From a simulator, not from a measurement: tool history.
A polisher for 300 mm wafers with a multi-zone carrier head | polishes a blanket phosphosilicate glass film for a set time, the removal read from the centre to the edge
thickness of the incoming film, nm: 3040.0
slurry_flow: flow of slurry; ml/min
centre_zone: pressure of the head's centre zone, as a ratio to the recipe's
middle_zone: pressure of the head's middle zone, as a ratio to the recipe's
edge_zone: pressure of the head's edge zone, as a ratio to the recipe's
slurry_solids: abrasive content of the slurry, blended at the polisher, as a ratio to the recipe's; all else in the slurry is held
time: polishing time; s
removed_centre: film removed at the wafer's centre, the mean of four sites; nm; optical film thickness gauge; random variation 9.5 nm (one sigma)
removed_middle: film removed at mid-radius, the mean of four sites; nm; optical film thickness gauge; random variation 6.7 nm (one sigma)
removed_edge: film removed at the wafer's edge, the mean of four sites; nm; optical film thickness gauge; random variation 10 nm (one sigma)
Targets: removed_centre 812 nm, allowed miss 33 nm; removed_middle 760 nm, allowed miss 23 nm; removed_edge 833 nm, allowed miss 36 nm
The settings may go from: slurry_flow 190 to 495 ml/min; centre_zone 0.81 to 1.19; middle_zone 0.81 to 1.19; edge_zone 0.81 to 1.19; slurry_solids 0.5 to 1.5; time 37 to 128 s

| run | hour | slurry_flow | centre_zone | middle_zone | edge_zone | slurry_solids | time | removed_centre | removed_middle | removed_edge |
|---|---|---|---|---|---|---|---|---|---|---|
| 1 | 0 | 320 | 1 | 1 | 1 | 1 | 82 | 623.28 | 655 | 649.54 |
| 2 | 6.7 | 320 | 1.05 | 1 | 1 | 1 | 82 | 661.9 | 635.76 | 647.17 |
| 3 | 8.4 | 320 | 1.06 | 1 | 1.03 | 1.1 | 82 | 708.73 | 670.44 | 693.38 |
| 4 | 15.3 | 320 | 1.06 | 1.01 | 1.06 | 1.15 | 82 | 725.04 | 693.86 | 704.67 |
| 5 | 24.1 | 320 | 1.06 | 1.07 | 1.06 | 1.15 | 82 | 741.71 | 723.3 | 728.03 |
| 6 | 32.8 | 320 | 1.06 | 1.07 | 1.03 | 1.15 | 82 | 728.02 | 728.38 | 701.27 |
| 7 | 36 | 320 | 1.06 | 1.06 | 1.07 | 1.15 | 82 | 716.79 | 732.08 | 704.28 |
| 8 | 42.1 | 315 | 1.05 | 1.03 | 1.08 | 1.2 | 82 | 749.32 | 718.09 | 743.6 |
| 9 | 48.7 | 315 | 1.05 | 1.03 | 1.1 | 1.25 | 82 | 730.85 | 729.85 | 765.42 |
| 10 | 54.1 | 315 | 1.06 | 1.03 | 1.11 | 1.3 | 82 | 757.75 | 749.68 | 782.85 |
| 11 | 61.4 | 315 | 1.07 | 1.03 | 1.12 | 1.3 | 82 | 771.4 | 753.61 | 782.4 |
| 12 | 68.3 | 315 | 1.07 | 1.02 | 1.13 | 1.3 | 82 | 774.13 | 743.96 | 769.69 |
| 13 | 70.3 | 310 | 1.07 | 1.01 | 1.13 | 1.35 | 82 | 773.56 | 752.88 | 797.64 |

Which of these 5 next moves meets every target?
| A | 72.3 | 305 | 1.07 | 0.97 | 1.15 | 1.45 | 83 | ? | ? | ? |
| B | 72.3 | 270 | 0.91 | 1 | 1.19 | 1.5 | 88 | ? | ? | ? |
| C | 72.3 | 295 | 1.06 | 0.89 | 1.16 | 1.2 | 91 | ? | ? | ? |
| D | 72.3 | 295 | 0.97 | 1 | 1.19 | 1.4 | 82 | ? | ? | ? |
| E | 72.3 | 340 | 1.16 | 1.1 | 1.06 | 1.35 | 77 | ? | ? | ? |

| move | removed_centre | removed_middle | removed_edge |
|---|---|---|---|
| A | 822.31 | 763.54 | 823.85 |
| B | 739.52 | 831.19 | 889.97 |
| C | 815.57 | 712.22 | 830.54 |
| D | 722.41 | 760.23 | 812.23 |
| E | 812.88 | 772.31 | 719.26 |
A: meets every target
B: further off than the last run
C: brings the result that was furthest off to its target, and leaves another outside
D: further off than the last run
E: brings the result that was furthest off to its target, and leaves another outside
Move A is the one to make.
